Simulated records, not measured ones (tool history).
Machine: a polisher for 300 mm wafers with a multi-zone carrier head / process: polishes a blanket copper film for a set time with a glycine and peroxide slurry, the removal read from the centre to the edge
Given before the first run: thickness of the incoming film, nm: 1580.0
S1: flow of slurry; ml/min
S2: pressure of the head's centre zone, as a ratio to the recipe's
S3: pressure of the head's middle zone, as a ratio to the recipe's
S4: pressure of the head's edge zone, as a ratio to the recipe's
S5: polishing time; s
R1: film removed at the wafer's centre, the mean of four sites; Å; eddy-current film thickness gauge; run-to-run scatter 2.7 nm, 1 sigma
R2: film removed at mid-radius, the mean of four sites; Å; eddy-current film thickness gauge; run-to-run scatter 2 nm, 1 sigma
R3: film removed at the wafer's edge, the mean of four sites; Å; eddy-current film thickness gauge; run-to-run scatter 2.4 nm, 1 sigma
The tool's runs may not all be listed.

run,day,S1,S2,S3,S4,S5,R1,R2,R3
1,0.000,285,1.00,1.00,1.00,68,2948.8,2986.6,3030.6
2,0.238,280,1.01,0.95,1.00,61,2695.4,2537.2,2716.8
3,0.579,325,1.01,0.95,1.00,61,2734.2,2655.8,2710.8
4,0.917,325,1.01,0.91,1.00,61,2742.8,2514.5,2747.9
5,1.042,310,1.00,0.88,0.98,56,2477.9,2239.7,2445.4
6,1.204,270,1.00,0.88,0.98,56,2469.7,2265.4,2406.6

Run 7 is up next; what results do you expect?
7,1.296,280,1.01,0.86,1.02,51,?,?,?

{"run 7": {"R1": 2241.5, "R2": 2010.0, "R3": 2273.3}}
